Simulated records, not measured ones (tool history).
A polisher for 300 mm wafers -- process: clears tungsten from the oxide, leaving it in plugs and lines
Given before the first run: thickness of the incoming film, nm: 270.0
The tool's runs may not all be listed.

run,day,flow of slurry (ml/min),pressure of the wafer on the pad (psi),speed of the pad under the wafer (cm/s),abrasive content of the slurry,overpolish time after the end point (s),time until the end point was called (s)
1,0.000,315,4.8,130,1.0,13,32.576
2,0.229,315,4.8,130,0.9,13,33.985
3,0.533,315,4.5,130,0.9,13,36.064
4,0.796,315,4.5,162,0.9,13,28.594
5,0.821,315,4.0,162,0.9,13,31.374
6,0.912,315,3.6,162,0.9,13,33.841
7,1.008,310,2.4,162,0.9,13,45.161
8,1.142,315,2.5,162,0.9,13,44.197

Run 9, settings as shown, results not yet in. Your forecast:
9,1.308,315,2.6,162,0.9,13,?

{"run 9": {"time until the end point was called (s)": 42.407}}
